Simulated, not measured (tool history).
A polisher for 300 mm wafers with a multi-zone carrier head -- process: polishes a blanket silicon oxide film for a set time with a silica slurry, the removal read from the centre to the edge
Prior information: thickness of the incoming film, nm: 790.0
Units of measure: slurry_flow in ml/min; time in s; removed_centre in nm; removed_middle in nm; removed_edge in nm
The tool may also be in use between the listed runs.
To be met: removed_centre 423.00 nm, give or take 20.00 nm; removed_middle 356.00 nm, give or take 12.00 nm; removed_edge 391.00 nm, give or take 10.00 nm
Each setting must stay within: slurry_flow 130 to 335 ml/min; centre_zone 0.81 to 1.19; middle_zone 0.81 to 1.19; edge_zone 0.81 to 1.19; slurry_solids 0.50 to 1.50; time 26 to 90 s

run 1 hour=0.0 | slurry_flow=215 centre_zone=1.00 middle_zone=1.00 edge_zone=1.00 slurry_solids=1.00 time=58 | removed_centre=299.28 removed_middle=308.30 removed_edge=297.96
run 2 hour=4.4 | slurry_flow=215 centre_zone=1.00 middle_zone=1.03 edge_zone=1.00 slurry_solids=1.00 time=58 | removed_centre=297.61 removed_middle=314.81 removed_edge=297.28
run 3 hour=6.0 | slurry_flow=215 centre_zone=1.00 middle_zone=1.03 edge_zone=1.00 slurry_solids=1.20 time=58 | removed_centre=322.61 removed_middle=336.35 removed_edge=323.00
run 4 hour=9.8 | slurry_flow=225 centre_zone=1.03 middle_zone=1.02 edge_zone=1.03 slurry_solids=1.25 time=58 | removed_centre=336.31 removed_middle=334.94 removed_edge=332.03
run 5 hour=14.6 | slurry_flow=230 centre_zone=1.05 middle_zone=1.02 edge_zone=1.05 slurry_solids=1.30 time=58 | removed_centre=346.77 removed_middle=342.86 removed_edge=342.06
run 6 hour=23.6 | slurry_flow=230 centre_zone=1.05 middle_zone=1.02 edge_zone=1.05 slurry_solids=1.30 time=64 | removed_centre=395.62 removed_middle=378.15 removed_edge=377.36
run 7 hour=26.8 | slurry_flow=230 centre_zone=1.06 middle_zone=1.00 edge_zone=1.06 slurry_solids=1.30 time=64 | removed_centre=390.25 removed_middle=369.11 removed_edge=372.08
run 8 hour=31.7 | slurry_flow=235 centre_zone=1.07 middle_zone=0.99 edge_zone=1.08 slurry_solids=1.30 time=64 | removed_centre=384.15 removed_middle=368.96 removed_edge=382.36
run 9 hour=35.5 | slurry_flow=235 centre_zone=1.09 middle_zone=0.98 edge_zone=1.08 slurry_solids=1.30 time=64 | removed_centre=408.00 removed_middle=370.58 removed_edge=376.34
run 10 hour=42.1 | slurry_flow=235 centre_zone=1.09 middle_zone=0.96 edge_zone=1.09 slurry_solids=1.30 time=64 | removed_centre=397.46 removed_middle=360.61 removed_edge=388.25

4 candidate next runs follow, results not yet known. Just one meets every target within its allowed miss. Identify it.
run A hour=48.7 | slurry_flow=270 centre_zone=1.14 middle_zone=0.92 edge_zone=1.07 slurry_solids=1.30 time=65 | removed_centre=? removed_middle=? removed_edge=?
run B hour=48.7 | slurry_flow=240 centre_zone=1.16 middle_zone=0.96 edge_zone=1.06 slurry_solids=1.40 time=61 | removed_centre=? removed_middle=? removed_edge=?
run C hour=48.7 | slurry_flow=210 centre_zone=1.19 middle_zone=0.82 edge_zone=1.05 slurry_solids=1.30 time=67 | removed_centre=? removed_middle=? removed_edge=?
run D hour=48.7 | slurry_flow=220 centre_zone=1.19 middle_zone=0.90 edge_zone=1.04 slurry_solids=1.45 time=65 | removed_centre=? removed_middle=? removed_edge=?

move=A removed_centre=425.36 removed_middle=361.52 removed_edge=396.97
move=B removed_centre=411.16 removed_middle=356.19 removed_edge=376.63
move=C removed_centre=443.84 removed_middle=329.76 removed_edge=397.73
move=D removed_centre=449.76 removed_middle=360.34 removed_edge=399.68
A: each result inside its tolerance
B: corrects the largest miss of the last run, while another result sits out of spec
C: takes the biggest miss from the last run beyond its target
D: takes the biggest miss from the last run beyond its target
The right move is A.
